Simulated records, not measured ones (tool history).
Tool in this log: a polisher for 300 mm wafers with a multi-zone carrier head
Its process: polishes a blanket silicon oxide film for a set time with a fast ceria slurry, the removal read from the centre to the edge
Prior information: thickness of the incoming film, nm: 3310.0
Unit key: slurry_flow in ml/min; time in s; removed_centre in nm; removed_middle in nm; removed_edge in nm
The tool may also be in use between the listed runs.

run,hour,slurry_flow,centre_zone,middle_zone,edge_zone,time,removed_centre,removed_middle,removed_edge
1,0,160,1,1,1,39,500.78,539.62,516.18
2,6.5,150,0.96,0.96,1,38,474.38,490.4,507.07
3,11.5,185,0.96,0.96,1,38,500.23,509.19,508.46
4,13.2,185,1.02,0.96,1,38,528.38,512.1,521.67
5,17.8,170,0.96,0.95,1.01,37,469.3,487.9,499.21
6,24.4,160,0.93,0.93,1.01,36,451.24,451.23,476.89

The next listed run, before its measurement:
7,26.5,150,0.9,0.93,1.03,36,?,?,?

For run 7 the tool returned removed_centre 434.8 nm, removed_middle 453.59 nm, removed_edge 470.94 nm.
